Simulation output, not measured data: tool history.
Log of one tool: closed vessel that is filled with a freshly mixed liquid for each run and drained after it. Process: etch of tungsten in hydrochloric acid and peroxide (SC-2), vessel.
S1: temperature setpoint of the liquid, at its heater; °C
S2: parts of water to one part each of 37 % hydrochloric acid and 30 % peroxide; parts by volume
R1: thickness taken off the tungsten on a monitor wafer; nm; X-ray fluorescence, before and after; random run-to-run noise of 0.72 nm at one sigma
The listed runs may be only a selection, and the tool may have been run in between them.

run 1 hour=0 | S1=57 S2=6 time_in_the_liquid_(s)=95 | R1=53.058
run 2 hour=7.4 | S1=60 S2=6 time_in_the_liquid_(s)=95 | R1=65.51
run 3 hour=11.6 | S1=60.5 S2=6 time_in_the_liquid_(s)=95 | R1=66.056
run 4 hour=13.4 | S1=60.5 S2=7 time_in_the_liquid_(s)=95 | R1=59.095
run 5 hour=15.6 | S1=60.5 S2=8 time_in_the_liquid_(s)=95 | R1=52.528
run 6 hour=21.8 | S1=61.5 S2=8 time_in_the_liquid_(s)=95 | R1=56.411
run 7 hour=29 | S1=62 S2=8 time_in_the_liquid_(s)=95 | R1=58.162

The next listed run, before its measurement:
run 8 hour=33.9 | S1=62 S2=8 time_in_the_liquid_(s)=95 | R1=?

R1: 59.102 nm

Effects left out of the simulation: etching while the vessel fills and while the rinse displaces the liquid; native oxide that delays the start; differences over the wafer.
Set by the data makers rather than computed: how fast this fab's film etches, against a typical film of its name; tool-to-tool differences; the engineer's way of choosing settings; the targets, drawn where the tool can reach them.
